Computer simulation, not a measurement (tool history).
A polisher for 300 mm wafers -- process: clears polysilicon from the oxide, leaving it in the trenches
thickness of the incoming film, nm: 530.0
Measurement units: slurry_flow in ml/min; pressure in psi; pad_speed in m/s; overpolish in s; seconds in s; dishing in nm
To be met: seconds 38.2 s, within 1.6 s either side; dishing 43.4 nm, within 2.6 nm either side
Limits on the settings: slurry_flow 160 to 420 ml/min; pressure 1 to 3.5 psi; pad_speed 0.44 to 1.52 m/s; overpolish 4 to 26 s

Run 1, hour 0: slurry_flow 270 ml/min, pressure 2.2 psi, pad_speed 0.98 m/s, overpolish 13 s. Result: seconds 50.345 s, dishing 40.817 nm.
Run 2, hour 4.6: slurry_flow 270 ml/min, pressure 2.3 psi, pad_speed 0.98 m/s, overpolish 13 s. Result: seconds 47.246 s, dishing 42.004 nm.
Run 3, hour 13.2: slurry_flow 220 ml/min, pressure 2.3 psi, pad_speed 0.98 m/s, overpolish 13 s. Result: seconds 49.035 s, dishing 42.841 nm.
Run 4, hour 14.3: slurry_flow 185 ml/min, pressure 2.3 psi, pad_speed 0.98 m/s, overpolish 13 s. Result: seconds 49.648 s, dishing 42.422 nm.
Run 5, hour 16.5: slurry_flow 190 ml/min, pressure 2.4 psi, pad_speed 0.98 m/s, overpolish 12 s. Result: seconds 47.499 s, dishing 40.805 nm.
Run 6, hour 18: slurry_flow 190 ml/min, pressure 2.4 psi, pad_speed 0.78 m/s, overpolish 12 s. Result: seconds 60.02 s, dishing 39.642 nm.
Run 7, hour 19.1: slurry_flow 190 ml/min, pressure 2.6 psi, pad_speed 0.78 m/s, overpolish 13 s. Result: seconds 53.895 s, dishing 40.383 nm.
Run 8, hour 25.1: slurry_flow 190 ml/min, pressure 2.8 psi, pad_speed 0.78 m/s, overpolish 14 s. Result: seconds 49.43 s, dishing 41.625 nm.
Run 9, hour 33.3: slurry_flow 190 ml/min, pressure 2.8 psi, pad_speed 0.78 m/s, overpolish 14 s. Result: seconds 51.09 s, dishing 40.432 nm.
Run 10, hour 36.4: slurry_flow 190 ml/min, pressure 3 psi, pad_speed 0.78 m/s, overpolish 15 s. Result: seconds 47.642 s, dishing 42.686 nm.
Run 11, hour 44.2: slurry_flow 190 ml/min, pressure 3.1 psi, pad_speed 0.78 m/s, overpolish 15 s. Result: seconds 46.094 s, dishing 42.988 nm.
Run 12, hour 52.5: slurry_flow 190 ml/min, pressure 3.2 psi, pad_speed 0.8 m/s, overpolish 15 s. Result: seconds 43.859 s, dishing 42.29 nm.
Run 13, hour 60.5: slurry_flow 190 ml/min, pressure 3.3 psi, pad_speed 0.82 m/s, overpolish 15 s. Result: seconds 40.665 s, dishing 43.224 nm.
Run 14, hour 69: slurry_flow 190 ml/min, pressure 3.3 psi, pad_speed 0.82 m/s, overpolish 15 s. Result: seconds 41.57 s, dishing 42.691 nm.

Consider the 4 candidate settings below. Which is the only one whose results all fall within their allowed miss of target?
Run A, hour 77.5: slurry_flow 160 ml/min, pressure 3 psi, pad_speed 0.88 m/s, overpolish 26 s. Result: seconds ?, dishing ?.
Run B, hour 77.5: slurry_flow 210 ml/min, pressure 3.5 psi, pad_speed 0.68 m/s, overpolish 18 s. Result: seconds ?, dishing ?.
Run C, hour 77.5: slurry_flow 185 ml/min, pressure 3.2 psi, pad_speed 0.78 m/s, overpolish 11 s. Result: seconds ?, dishing ?.
Run D, hour 77.5: slurry_flow 195 ml/min, pressure 3.3 psi, pad_speed 0.88 m/s, overpolish 17 s. Result: seconds ?, dishing ?.

move  seconds  dishing
   A   43.064   43.945
   B    45.27   43.504
   C   44.202   41.363
   D   37.848    43.72
A: further off than the last run
B: further off than the last run
C: further off than the last run
D: all results in spec
Move D is the one to make.
